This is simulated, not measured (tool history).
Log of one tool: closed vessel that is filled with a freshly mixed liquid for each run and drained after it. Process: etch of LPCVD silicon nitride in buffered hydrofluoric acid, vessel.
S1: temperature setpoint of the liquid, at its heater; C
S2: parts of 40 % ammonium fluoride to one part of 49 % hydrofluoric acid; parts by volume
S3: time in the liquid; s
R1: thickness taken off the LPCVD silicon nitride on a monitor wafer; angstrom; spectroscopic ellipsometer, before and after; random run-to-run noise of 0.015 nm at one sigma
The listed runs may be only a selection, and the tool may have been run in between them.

run  hour    S1  S2   S3       R1
  1   0.0  23.0   8  160  24.7930
  2   8.1  23.0  10  160  20.2180
  3   9.6  23.0  12  160  17.2640
  4  17.4  23.5  12  160  17.6760
  5  24.3  23.5  10  160  21.2320
  6  31.0  23.5  10   70   9.0840
  7  35.2  21.5   9   70   8.7317
  8  44.3  22.5   9   70   9.4818

Run 9, settings as shown, results not yet in. Your forecast:
  9  47.7  24.0   9  70   ?

For run 9 the tool returned R1 10.2180 angstrom.
